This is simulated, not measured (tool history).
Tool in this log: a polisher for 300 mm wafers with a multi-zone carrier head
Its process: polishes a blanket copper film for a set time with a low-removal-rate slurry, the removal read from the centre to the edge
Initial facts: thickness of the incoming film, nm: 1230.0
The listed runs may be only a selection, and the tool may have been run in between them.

run  hour  flow of slurry (ml/min)  pressure of the head's centre zone  pressure of the head's middle zone  pressure of the head's edge zone  abrasive content of the slurry  polishing time (s)  film removed at the wafer's centre (nm)  film removed at mid-radius (nm)  film removed at the wafer's edge (nm)
  1     0                      310                                   1                                   1                                 1                               1                  63                                   162.07                           151.14                                 146.31
  2   5.2                      310                                   1                                   1                                 1                             1.2                  63                                   170.61                           157.87                                 148.57
  3  12.2                      310                                   1                                   1                                 1                               1                  63                                   162.26                           152.24                                 144.79
  4    19                      310                                   1                                1.03                                 1                               1                  63                                   163.04                           154.68                                 144.74
  5    22                      310                                0.97                                1.01                              1.03                            1.05                  64                                   161.15                           160.49                                 147.96
  6  22.8                      310                                1.04                                1.01                              1.03                            1.05                  64                                   173.68                           160.16                                 148.16

The next listed run, before its measurement:
  7  25.2                      300                                0.99                                0.97                              1.04                            1.05                  66                                        ?                                ?                                      ?

Run 7 yielded film removed at the wafer's centre (nm) 171.23, film removed at mid-radius (nm) 152.76, film removed at the wafer's edge (nm) 157.65.
